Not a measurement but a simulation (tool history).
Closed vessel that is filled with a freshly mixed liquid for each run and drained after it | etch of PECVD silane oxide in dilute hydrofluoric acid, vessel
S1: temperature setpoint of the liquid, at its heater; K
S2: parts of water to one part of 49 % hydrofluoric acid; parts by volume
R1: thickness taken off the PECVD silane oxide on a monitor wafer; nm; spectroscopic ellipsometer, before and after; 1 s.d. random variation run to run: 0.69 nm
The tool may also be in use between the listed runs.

run 1 hour=0.0 | S1=295.15 S2=55 time_in_the_liquid_(s)=95 | R1=43.303
run 2 hour=4.0 | S1=298.65 S2=55 time_in_the_liquid_(s)=95 | R1=49.897
run 3 hour=11.3 | S1=300.15 S2=45 time_in_the_liquid_(s)=100 | R1=69.392
run 4 hour=17.8 | S1=301.15 S2=35 time_in_the_liquid_(s)=100 | R1=93.832
run 5 hour=21.1 | S1=301.15 S2=35 time_in_the_liquid_(s)=105 | R1=98.539
run 6 hour=26.8 | S1=301.15 S2=35 time_in_the_liquid_(s)=95 | R1=89.556
run 7 hour=28.8 | S1=301.15 S2=35 time_in_the_liquid_(s)=95 | R1=89.976

Run 8, settings as shown, results not yet in. Your forecast:
run 8 hour=36.9 | S1=301.15 S2=35 time_in_the_liquid_(s)=95 | R1=?

For run 8 the tool returned R1 89.341 nm.
